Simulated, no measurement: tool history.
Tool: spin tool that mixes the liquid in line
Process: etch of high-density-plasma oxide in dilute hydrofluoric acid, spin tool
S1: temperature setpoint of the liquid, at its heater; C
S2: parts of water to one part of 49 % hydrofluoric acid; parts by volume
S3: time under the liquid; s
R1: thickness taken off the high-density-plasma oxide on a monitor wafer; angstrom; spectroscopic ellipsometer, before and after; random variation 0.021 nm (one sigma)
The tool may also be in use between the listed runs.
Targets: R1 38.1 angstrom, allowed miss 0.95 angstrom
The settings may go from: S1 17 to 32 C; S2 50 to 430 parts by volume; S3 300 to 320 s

Run 1, hour 0: S1 24 C, S2 240 parts by volume, S3 300 s. Result: R1 61.101 angstrom.
Run 2, hour 8.2: S1 24 C, S2 240 parts by volume, S3 320 s. Result: R1 65.596 angstrom.
Run 3, hour 10.9: S1 22 C, S2 255 parts by volume, S3 320 s. Result: R1 56.895 angstrom.
Run 4, hour 15.3: S1 22 C, S2 215 parts by volume, S3 320 s. Result: R1 69.017 angstrom.
Run 5, hour 18.7: S1 25 C, S2 215 parts by volume, S3 320 s. Result: R1 78.095 angstrom.
At hour 22.4: thermometer replaced.
Run 6, hour 22.4: S1 25 C, S2 215 parts by volume, S3 320 s. Result: R1 84.402 angstrom.
Run 7, hour 31.3: S1 21 C, S2 310 parts by volume, S3 320 s. Result: R1 45.977 angstrom.
Run 8, hour 37.8: S1 20 C, S2 315 parts by volume, S3 320 s. Result: R1 43.702 angstrom.

5 next moves are on the table. One of them brings every result within its allowed miss. Which?
Run A, hour 44.3: S1 21 C, S2 345 parts by volume, S3 320 s. Result: R1 ?.
Run B, hour 44.3: S1 18.5 C, S2 285 parts by volume, S3 320 s. Result: R1 ?.
Run C, hour 44.3: S1 19.5 C, S2 325 parts by volume, S3 300 s. Result: R1 ?.
Run D, hour 44.3: S1 20.5 C, S2 300 parts by volume, S3 320 s. Result: R1 ?.
Run E, hour 44.3: S1 20.5 C, S2 320 parts by volume, S3 300 s. Result: R1 ?.

move      R1
   A  40.071
   B  46.688
   C  38.463
   D  47.117
   E  40.677
A: nearer than the last run, and not there yet
B: further off than the last run
C: meets every target
D: further off than the last run
E: nearer than the last run, and not there yet
Move C is the one to make.
